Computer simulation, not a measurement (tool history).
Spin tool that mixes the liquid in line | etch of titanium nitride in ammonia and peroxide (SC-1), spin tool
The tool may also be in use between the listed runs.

run	day	temperature setpoint of the liquid (°C)	parts of water to one part of 30 % peroxide (parts by volume)	parts of 29 % ammonia solution to one part of 30 % peroxide (parts by volume)	time under the liquid (s)	thickness taken off the titanium nitride on a monitor wafer (nm)
1	0.000	50	14.5	0.7	15	1.3412
2	0.167	53	14.5	0.7	15	1.6466
3	0.346	53	14.5	0.7	15	1.6473
4	0.533	53	14.5	0.7	15	1.6596
5	0.733	53	14.5	0.7	15	1.6689
6	0.933	46	14.5	0.7	15	1.0092
7	1.192	46	14.5	0.7	15	1.0205
8	1.396	50	14.5	0.7	15	1.3388
9	1.554	53	14.5	0.7	15	1.6393
10	1.754	55	14.5	0.7	15	1.9252

Run 11 has not been measured yet. What should we expect?
11	2.100	56	14.5	0.7	15	?

{"run 11": {"thickness taken off the titanium nitride on a monitor wafer (nm)": 2.0402}}
